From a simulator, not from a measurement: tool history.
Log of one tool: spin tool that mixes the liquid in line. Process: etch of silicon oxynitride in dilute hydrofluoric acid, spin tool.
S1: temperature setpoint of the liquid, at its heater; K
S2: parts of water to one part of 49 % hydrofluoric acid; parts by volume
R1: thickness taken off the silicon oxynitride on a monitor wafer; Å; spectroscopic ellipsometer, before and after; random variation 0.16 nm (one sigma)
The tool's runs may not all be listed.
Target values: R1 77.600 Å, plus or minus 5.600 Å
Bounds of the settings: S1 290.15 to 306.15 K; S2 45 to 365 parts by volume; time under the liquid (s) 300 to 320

{"run": 1, "day": 0.0, "S1": 298.15, "S2": 205, "time under the liquid (s)": 300, "R1": 27.821}
{"run": 2, "day": 0.079, "S1": 298.15, "S2": 265, "time under the liquid (s)": 300, "R1": 21.296}
{"run": 3, "day": 0.429, "S1": 299.15, "S2": 220, "time under the liquid (s)": 305, "R1": 27.115}
{"run": 4, "day": 0.571, "S1": 302.65, "S2": 220, "time under the liquid (s)": 305, "R1": 32.105}
{"run": 5, "day": 0.617, "S1": 303.15, "S2": 190, "time under the liquid (s)": 310, "R1": 41.199}
{"run": 6, "day": 0.775, "S1": 303.15, "S2": 190, "time under the liquid (s)": 300, "R1": 39.265}
{"run": 7, "day": 1.033, "S1": 303.65, "S2": 170, "time under the liquid (s)": 300, "R1": 44.385}
{"run": 8, "day": 1.404, "S1": 305.65, "S2": 90, "time under the liquid (s)": 310, "R1": 105.48}
{"run": 9, "day": 1.767, "S1": 304.65, "S2": 95, "time under the liquid (s)": 310, "R1": 94.37}
{"run": 10, "day": 2.062, "S1": 304.15, "S2": 95, "time under the liquid (s)": 310, "R1": 90.448}
{"run": 11, "day": 2.171, "S1": 303.65, "S2": 95, "time under the liquid (s)": 310, "R1": 91.164}
{"run": 12, "day": 2.233, "S1": 301.15, "S2": 115, "time under the liquid (s)": 310, "R1": 62.367}
{"run": 13, "day": 2.562, "S1": 301.65, "S2": 115, "time under the liquid (s)": 310, "R1": 65.902}

Which of these 4 next moves meets every target?
{"run": "A", "day": 2.892, "S1": 303.65, "S2": 95, "time under the liquid (s)": 320, "R1": "?"}
{"run": "B", "day": 2.892, "S1": 304.15, "S2": 115, "time under the liquid (s)": 320, "R1": "?"}
{"run": "C", "day": 2.892, "S1": 303.15, "S2": 155, "time under the liquid (s)": 305, "R1": "?"}
{"run": "D", "day": 2.892, "S1": 300.65, "S2": 125, "time under the liquid (s)": 300, "R1": "?"}

move=A R1=90.618
move=B R1=74.966
move=C R1=48.781
move=D R1=54.798
A: carries the result that was furthest off beyond its target, to the other side
B: all results land within tolerance of their targets
C: moves away from the targets compared with the last run
D: moves away from the targets compared with the last run
Move B is the one to make.

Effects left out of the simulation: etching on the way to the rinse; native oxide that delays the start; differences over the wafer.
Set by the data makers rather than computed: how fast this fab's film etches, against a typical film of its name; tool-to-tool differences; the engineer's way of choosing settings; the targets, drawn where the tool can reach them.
